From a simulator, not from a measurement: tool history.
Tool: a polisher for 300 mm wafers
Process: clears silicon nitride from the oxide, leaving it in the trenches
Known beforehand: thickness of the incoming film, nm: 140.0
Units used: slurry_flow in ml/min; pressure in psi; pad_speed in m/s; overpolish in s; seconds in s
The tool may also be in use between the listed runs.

run 1 hour=0 | slurry_flow=160 pressure=3.2 pad_speed=1.14 overpolish=5 | seconds=118.97
run 2 hour=4.6 | slurry_flow=160 pressure=2.7 pad_speed=1.08 overpolish=5 | seconds=151.23
run 3 hour=11.6 | slurry_flow=160 pressure=2.3 pad_speed=1.06 overpolish=5 | seconds=175.66
run 4 hour=16.1 | slurry_flow=160 pressure=1.8 pad_speed=1.06 overpolish=5 | seconds=221.62
run 5 hour=21.7 | slurry_flow=160 pressure=1.7 pad_speed=1.06 overpolish=5 | seconds=236.25
run 6 hour=23.9 | slurry_flow=160 pressure=2.4 pad_speed=1.06 overpolish=5 | seconds=167.09

Predict the results of run 7:
run 7 hour=31.7 | slurry_flow=160 pressure=2.2 pad_speed=1.06 overpolish=5 | seconds=?

seconds: 180.87 s

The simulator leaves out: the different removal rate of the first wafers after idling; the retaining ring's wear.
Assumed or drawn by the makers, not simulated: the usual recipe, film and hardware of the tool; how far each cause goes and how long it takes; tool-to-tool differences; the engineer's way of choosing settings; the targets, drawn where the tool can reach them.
